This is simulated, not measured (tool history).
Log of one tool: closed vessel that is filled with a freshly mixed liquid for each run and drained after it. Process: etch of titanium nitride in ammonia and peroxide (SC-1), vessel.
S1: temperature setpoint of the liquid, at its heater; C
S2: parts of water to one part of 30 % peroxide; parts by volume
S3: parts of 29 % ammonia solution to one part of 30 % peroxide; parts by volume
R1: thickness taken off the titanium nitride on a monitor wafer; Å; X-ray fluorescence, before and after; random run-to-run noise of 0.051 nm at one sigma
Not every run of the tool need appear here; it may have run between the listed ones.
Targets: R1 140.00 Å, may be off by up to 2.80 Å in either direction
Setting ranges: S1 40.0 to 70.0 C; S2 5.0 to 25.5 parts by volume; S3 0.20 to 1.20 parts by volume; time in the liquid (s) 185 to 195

Run 1, day 0.000: S1 56.0 C, S2 14.5 parts by volume, S3 0.85 parts by volume, time in the liquid (s) 185. Result: R1 202.55 Å.
Run 2, day 0.275: S1 56.0 C, S2 14.5 parts by volume, S3 0.85 parts by volume, time in the liquid (s) 195. Result: R1 214.67 Å.
Run 3, day 0.458: S1 62.5 C, S2 14.5 parts by volume, S3 0.85 parts by volume, time in the liquid (s) 195. Result: R1 329.22 Å.
Run 4, day 0.750: S1 66.0 C, S2 14.5 parts by volume, S3 0.85 parts by volume, time in the liquid (s) 195. Result: R1 411.87 Å.
Run 5, day 0.904: S1 64.0 C, S2 14.5 parts by volume, S3 0.85 parts by volume, time in the liquid (s) 195. Result: R1 363.23 Å.
Run 6, day 1.008: S1 62.0 C, S2 14.5 parts by volume, S3 0.85 parts by volume, time in the liquid (s) 195. Result: R1 316.65 Å.
Run 7, day 1.396: S1 60.5 C, S2 14.5 parts by volume, S3 0.85 parts by volume, time in the liquid (s) 195. Result: R1 291.77 Å.
Run 8, day 1.529: S1 52.5 C, S2 14.5 parts by volume, S3 0.85 parts by volume, time in the liquid (s) 195. Result: R1 169.32 Å.
Run 9, day 1.654: S1 52.0 C, S2 14.5 parts by volume, S3 0.85 parts by volume, time in the liquid (s) 195. Result: R1 162.81 Å.
Run 10, day 2.008: S1 51.5 C, S2 14.5 parts by volume, S3 0.85 parts by volume, time in the liquid (s) 195. Result: R1 156.72 Å.

Which single option among these 4 for the next run brings every result within its allowed miss of target? Just one does.
Run A, day 2.362: S1 49.5 C, S2 13.5 parts by volume, S3 0.60 parts by volume, time in the liquid (s) 195. Result: R1 ?.
Run B, day 2.362: S1 51.5 C, S2 18.0 parts by volume, S3 0.90 parts by volume, time in the liquid (s) 185. Result: R1 ?.
Run C, day 2.362: S1 52.5 C, S2 18.5 parts by volume, S3 1.20 parts by volume, time in the liquid (s) 185. Result: R1 ?.
Run D, day 2.362: S1 51.5 C, S2 17.0 parts by volume, S3 0.70 parts by volume, time in the liquid (s) 195. Result: R1 ?.

move      R1
   A  134.37
   B  134.61
   C  149.17
   D  140.06
A: takes the result that was furthest off past its target
B: takes the result that was furthest off past its target
C: nearer than the last run, and not there yet
D: all results land within tolerance of their targets
D meets every target.
